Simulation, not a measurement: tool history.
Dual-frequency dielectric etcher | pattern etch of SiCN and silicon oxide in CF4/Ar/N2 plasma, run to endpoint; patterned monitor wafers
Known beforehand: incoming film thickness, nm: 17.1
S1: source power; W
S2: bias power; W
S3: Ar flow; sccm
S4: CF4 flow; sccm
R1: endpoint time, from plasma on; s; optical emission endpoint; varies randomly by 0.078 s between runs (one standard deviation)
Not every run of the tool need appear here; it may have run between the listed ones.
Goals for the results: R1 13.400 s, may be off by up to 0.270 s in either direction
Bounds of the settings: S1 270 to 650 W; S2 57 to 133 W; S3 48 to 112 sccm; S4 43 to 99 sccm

run 1 hour=0.0 | S1=460 S2=95 S3=80 S4=71 | R1=17.306
run 2 hour=2.1 | S1=500 S2=96 S3=80 S4=71 | R1=16.188
run 3 hour=10.5 | S1=500 S2=96 S3=92 S4=71 | R1=16.537
run 4 hour=11.9 | S1=500 S2=96 S3=87 S4=71 | R1=16.307
run 5 hour=15.6 | S1=500 S2=90 S3=87 S4=71 | R1=16.608
run 6 hour=21.9 | S1=540 S2=91 S3=87 S4=71 | R1=15.414
run 7 hour=23.9 | S1=560 S2=91 S3=87 S4=71 | R1=14.913
run 8 hour=28.5 | S1=580 S2=91 S3=87 S4=71 | R1=14.462
run 9 hour=35.6 | S1=580 S2=91 S3=87 S4=71 | R1=14.456
run 10 hour=42.2 | S1=590 S2=91 S3=87 S4=71 | R1=14.385
run 11 hour=44.4 | S1=600 S2=91 S3=87 S4=71 | R1=14.047
run 12 hour=47.0 | S1=610 S2=91 S3=87 S4=71 | R1=13.853

4 candidate next runs follow, results not yet known. Just one meets every target within its allowed miss. Identify it.
run A hour=49.6 | S1=590 S2=94 S3=88 S4=62 | R1=?
run B hour=49.6 | S1=520 S2=124 S3=83 S4=83 | R1=?
run C hour=49.6 | S1=580 S2=96 S3=90 S4=71 | R1=?
run D hour=49.6 | S1=630 S2=89 S3=75 S4=68 | R1=?

move=A R1=14.319
move=B R1=13.941
move=C R1=14.219
move=D R1=13.384
A: its largest miss is bigger than the last run's
B: its largest miss is bigger than the last run's
C: its largest miss is bigger than the last run's
D: in spec on every target
Move D is the one to make.

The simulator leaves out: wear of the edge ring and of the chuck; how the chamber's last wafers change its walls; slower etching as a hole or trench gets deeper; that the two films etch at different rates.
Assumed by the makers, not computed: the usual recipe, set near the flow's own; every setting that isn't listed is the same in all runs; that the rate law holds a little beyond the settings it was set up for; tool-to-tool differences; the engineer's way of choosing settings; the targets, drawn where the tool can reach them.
